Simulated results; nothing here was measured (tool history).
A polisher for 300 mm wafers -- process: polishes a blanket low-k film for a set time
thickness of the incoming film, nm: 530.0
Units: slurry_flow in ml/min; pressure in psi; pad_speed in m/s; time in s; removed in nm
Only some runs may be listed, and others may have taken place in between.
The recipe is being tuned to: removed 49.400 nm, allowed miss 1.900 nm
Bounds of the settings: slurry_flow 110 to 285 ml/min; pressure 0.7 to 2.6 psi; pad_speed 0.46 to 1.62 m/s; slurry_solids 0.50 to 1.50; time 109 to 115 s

run  hour  slurry_flow  pressure  pad_speed  slurry_solids  time  removed
  1   0.0          180       1.6       1.04           1.00   109   40.119
  2   6.6          180       1.6       1.04           1.00   109   39.261
  3  14.7          180       1.6       0.84           1.00   109   33.761
  4  22.9          180       1.6       0.84           1.10   109   35.390
  5  30.3          210       1.6       0.84           1.10   109   36.128
  6  37.3          210       1.7       0.84           1.10   109   37.944
  7  38.2          210       1.8       0.84           1.10   109   40.669
  8  41.6          210       1.9       0.84           1.10   109   43.657
  9  46.2          210       2.0       0.84           1.10   109   44.088
 10  48.5          215       2.1       0.84           1.10   109   47.418

Next run, 5 choices. One meets every target within its allowed miss, the rest don't. Which?
  A  50.8          205       1.9       0.88           1.05   113        ?
  B  50.8          200       2.0       0.90           1.15   111        ?
  C  50.8          205       2.1       0.74           1.15   111        ?
  D  50.8          205       1.9       0.90           1.10   109        ?
  E  50.8          200       2.0       0.90           1.10   109        ?

move  removed
   A   44.417
   B   48.498
   C   44.342
   D   44.515
   E   46.663
A: further off than the last run
B: every result lands within tolerance
C: further off than the last run
D: further off than the last run
E: further off than the last run
The move that meets every target is B.
